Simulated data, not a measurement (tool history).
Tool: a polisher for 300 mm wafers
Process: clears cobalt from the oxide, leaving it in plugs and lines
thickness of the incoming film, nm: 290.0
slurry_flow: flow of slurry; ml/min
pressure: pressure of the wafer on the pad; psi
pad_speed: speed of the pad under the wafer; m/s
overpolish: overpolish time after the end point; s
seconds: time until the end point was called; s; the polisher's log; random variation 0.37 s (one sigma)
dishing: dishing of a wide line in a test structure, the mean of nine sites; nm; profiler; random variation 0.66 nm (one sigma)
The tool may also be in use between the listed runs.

| run | hour | slurry_flow | pressure | pad_speed | overpolish | seconds | dishing |
|---|---|---|---|---|---|---|---|
| 1 | 0 | 250 | 1.5 | 1.22 | 19 | 73.333 | 50.299 |
| 2 | 1.3 | 250 | 1.5 | 1.22 | 26 | 72.626 | 60.057 |
| 3 | 4.6 | 255 | 1.7 | 1.26 | 23 | 62.683 | 61.667 |
| 4 | 9.6 | 255 | 1.7 | 0.98 | 23 | 79.434 | 52.68 |
| 5 | 12 | 260 | 1.8 | 1.08 | 20 | 69.762 | 53.484 |
| 6 | 20.1 | 260 | 1.9 | 1.18 | 18 | 59.652 | 53.729 |
| 7 | 28.5 | 260 | 2 | 1.24 | 17 | 53.932 | 55.723 |
| 8 | 34.6 | 260 | 2.1 | 1.3 | 16 | 49.14 | 57.705 |
| 9 | 36.5 | 265 | 2.1 | 1.36 | 15 | 47.457 | 56.45 |
| 10 | 45.2 | 265 | 2.1 | 1.36 | 15 | 46.541 | 55.961 |
| 11 | 48.8 | 265 | 2.1 | 1.4 | 15 | 45.918 | 56.66 |
| 12 | 54.2 | 265 | 2.1 | 1.44 | 15 | 45.258 | 58.008 |

Expected results for the next run?
| 13 | 57.5 | 265 | 2.1 | 1.48 | 15 | ? | ? |

Run 13 yielded seconds 43.704 s, dishing 59.071 nm.
